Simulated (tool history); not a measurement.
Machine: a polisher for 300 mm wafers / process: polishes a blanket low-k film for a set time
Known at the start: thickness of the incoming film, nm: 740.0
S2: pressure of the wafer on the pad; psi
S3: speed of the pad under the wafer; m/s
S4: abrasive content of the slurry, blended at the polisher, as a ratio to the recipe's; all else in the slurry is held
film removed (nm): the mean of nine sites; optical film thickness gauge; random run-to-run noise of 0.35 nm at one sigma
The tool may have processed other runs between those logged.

Run 1, day 0: flow of slurry (ml/min) 200, S2 1.6 psi, S3 0.96 m/s, S4 1, polishing time (s) 66. Result: film removed (nm) 21.172.
Run 2, day 0.038: flow of slurry (ml/min) 200, S2 1.7 psi, S3 0.96 m/s, S4 1, polishing time (s) 66. Result: film removed (nm) 22.498.
Run 3, day 0.246: flow of slurry (ml/min) 200, S2 1.8 psi, S3 0.96 m/s, S4 1, polishing time (s) 66. Result: film removed (nm) 23.585.
Run 4, day 0.317: flow of slurry (ml/min) 200, S2 1.8 psi, S3 1.16 m/s, S4 1, polishing time (s) 66. Result: film removed (nm) 26.709.
Run 5, day 0.462: flow of slurry (ml/min) 200, S2 1.8 psi, S3 1.16 m/s, S4 1.05, polishing time (s) 66. Result: film removed (nm) 28.38.
Run 6, day 0.571: flow of slurry (ml/min) 200, S2 1.8 psi, S3 1.04 m/s, S4 1.05, polishing time (s) 66. Result: film removed (nm) 25.004.

Run 7 comes next. What will it give?
Run 7, day 0.908: flow of slurry (ml/min) 200, S2 1.9 psi, S3 1.04 m/s, S4 1.05, polishing time (s) 66. Result: film removed (nm) ?.

{"run 7": {"film removed (nm)": 26.556}}
